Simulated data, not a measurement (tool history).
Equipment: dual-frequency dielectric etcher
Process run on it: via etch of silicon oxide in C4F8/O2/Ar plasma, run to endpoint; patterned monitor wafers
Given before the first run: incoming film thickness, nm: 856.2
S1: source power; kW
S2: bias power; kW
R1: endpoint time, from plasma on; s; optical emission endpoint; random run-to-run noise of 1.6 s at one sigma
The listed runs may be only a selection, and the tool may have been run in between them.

Run 1, hour 0.0: S1 1.800 kW, S2 1.467 kW. Result: R1 184.91 s.
Run 2, hour 2.6: S1 1.510 kW, S2 1.467 kW. Result: R1 197.31 s.
Run 3, hour 5.6: S1 1.440 kW, S2 1.406 kW. Result: R1 207.74 s.
Run 4, hour 8.6: S1 1.440 kW, S2 1.562 kW. Result: R1 198.29 s.
Run 5, hour 16.0: S1 1.130 kW, S2 1.562 kW. Result: R1 219.85 s.
Run 6, hour 19.0: S1 1.380 kW, S2 1.562 kW. Result: R1 201.96 s.
Run 7, hour 22.6: S1 1.080 kW, S2 1.286 kW. Result: R1 238.77 s.

Run 8, settings as shown, results not yet in. Your forecast:
Run 8, hour 30.7: S1 1.090 kW, S2 1.288 kW. Result: R1 ?.

R1: 238.21 s
